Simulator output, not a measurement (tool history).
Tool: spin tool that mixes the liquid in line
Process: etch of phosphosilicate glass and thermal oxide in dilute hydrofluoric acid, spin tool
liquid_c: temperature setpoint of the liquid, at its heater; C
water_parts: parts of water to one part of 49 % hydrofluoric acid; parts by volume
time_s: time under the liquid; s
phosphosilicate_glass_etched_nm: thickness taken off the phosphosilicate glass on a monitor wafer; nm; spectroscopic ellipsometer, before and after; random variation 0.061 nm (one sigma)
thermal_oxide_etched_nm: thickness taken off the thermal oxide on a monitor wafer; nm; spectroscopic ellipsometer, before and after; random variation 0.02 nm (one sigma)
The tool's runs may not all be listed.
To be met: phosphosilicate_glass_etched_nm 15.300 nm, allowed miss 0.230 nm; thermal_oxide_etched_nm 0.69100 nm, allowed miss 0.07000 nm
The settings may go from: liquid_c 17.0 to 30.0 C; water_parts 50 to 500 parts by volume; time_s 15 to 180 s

| run | hour | liquid_c | water_parts | time_s | phosphosilicate_glass_etched_nm | thermal_oxide_etched_nm |
|---|---|---|---|---|---|---|
| 1 | 0.0 | 22.0 | 275 | 90 | 26.674 | 1.21490 |
| 2 | 3.9 | 21.0 | 290 | 90 | 23.970 | 1.13820 |
| 3 | 8.8 | 21.0 | 390 | 90 | 16.437 | 0.76506 |
| 4 | 11.2 | 20.5 | 390 | 90 | 16.135 | 0.70258 |
| 5 | 12.4 | 20.5 | 390 | 120 | 21.459 | 0.99232 |
| 6 | 13.9 | 20.5 | 305 | 120 | 29.612 | 1.39820 |
| 7 | 15.9 | 20.0 | 330 | 120 | 26.286 | 1.20940 |
| 8 | 18.4 | 19.5 | 350 | 120 | 23.930 | 1.05510 |
| 9 | 19.4 | 19.5 | 370 | 120 | 22.279 | 1.02750 |
| 10 | 22.9 | 17.0 | 450 | 120 | 15.690 | 0.72993 |

Which of these 4 next moves meets every target?
| A | 26.4 | 18.0 | 495 | 135 | ? | ? |
| B | 26.4 | 18.0 | 400 | 100 | ? | ? |
| C | 26.4 | 21.0 | 420 | 100 | ? | ? |
| D | 26.4 | 17.5 | 480 | 125 | ? | ? |

| move | phosphosilicate_glass_etched_nm | thermal_oxide_etched_nm |
|---|---|---|
| A | 16.016 | 0.69630 |
| B | 15.792 | 0.68658 |
| C | 16.424 | 0.71406 |
| D | 15.201 | 0.66088 |
A: further off than the last run
B: further off than the last run
C: further off than the last run
D: meets every target
Answer: D
